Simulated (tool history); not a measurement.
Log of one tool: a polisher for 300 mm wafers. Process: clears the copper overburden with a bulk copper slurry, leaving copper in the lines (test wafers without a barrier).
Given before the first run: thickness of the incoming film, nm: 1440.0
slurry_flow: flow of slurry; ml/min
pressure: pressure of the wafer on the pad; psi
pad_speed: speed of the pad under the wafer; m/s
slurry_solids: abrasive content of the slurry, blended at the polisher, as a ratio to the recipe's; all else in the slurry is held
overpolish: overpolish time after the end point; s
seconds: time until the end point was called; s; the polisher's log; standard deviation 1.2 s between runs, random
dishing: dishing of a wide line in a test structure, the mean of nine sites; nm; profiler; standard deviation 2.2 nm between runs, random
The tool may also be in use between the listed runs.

run	day	slurry_flow	pressure	pad_speed	slurry_solids	overpolish	seconds	dishing
1	0	245	3	1.38	1	23	118.23	122.57
2	0.321	280	3	1.38	1	23	116.11	121.64
3	0.575	280	3	1.38	1.1	23	114.53	120.92
4	0.638	280	3	1.38	1.1	27	114.68	132.33
5	0.808	280	3	1.38	1.25	27	111.45	135.86
6	1.154	280	3	1.24	1.25	27	124.51	127.08
7	1.3	280	3	1.24	1.25	25	121.07	117.45
8	1.425	280	3	1.24	1.25	24	120.54	122.31
9	1.6	280	3	1.24	1.25	22	123.09	113.49

Estimate the outcome of run 10 from the log above:
10	1.692	280	2.9	1.26	1.25	13	?	?

seconds: 123.79 s
dishing: 83.43 nm

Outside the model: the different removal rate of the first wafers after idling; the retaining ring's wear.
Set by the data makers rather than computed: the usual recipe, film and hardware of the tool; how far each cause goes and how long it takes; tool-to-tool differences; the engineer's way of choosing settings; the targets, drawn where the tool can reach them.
